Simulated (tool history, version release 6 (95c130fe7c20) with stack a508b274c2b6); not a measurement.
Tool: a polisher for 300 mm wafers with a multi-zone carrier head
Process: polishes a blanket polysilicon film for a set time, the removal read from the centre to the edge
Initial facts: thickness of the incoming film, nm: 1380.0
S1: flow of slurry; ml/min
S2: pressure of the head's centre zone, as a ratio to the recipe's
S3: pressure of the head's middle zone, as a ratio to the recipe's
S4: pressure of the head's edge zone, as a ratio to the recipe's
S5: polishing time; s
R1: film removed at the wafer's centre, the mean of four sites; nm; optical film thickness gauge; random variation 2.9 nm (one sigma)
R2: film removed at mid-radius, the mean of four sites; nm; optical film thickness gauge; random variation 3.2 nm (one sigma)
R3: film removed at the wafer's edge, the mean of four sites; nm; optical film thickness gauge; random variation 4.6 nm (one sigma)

run	day	S1	S2	S3	S4	S5	R1	R2	R3
1	0.000	155	1.00	1.00	1.00	52	490.03	503.03	475.97
2	0.188	175	1.00	1.00	1.00	52	497.26	512.29	490.15
3	0.300	160	1.00	0.95	1.01	51	479.64	477.02	472.47
4	0.533	160	0.97	0.95	1.01	51	465.20	470.16	473.86
5	0.558	135	0.97	0.95	1.01	51	447.50	459.79	465.99
6	0.833	115	0.97	0.95	1.01	51	439.78	446.57	457.45

Forecast run 7:
7	0.900	110	0.98	0.92	1.00	50	?	?	?

{"run 7": {"R1": 432.59, "R2": 424.21, "R3": 435.32}}
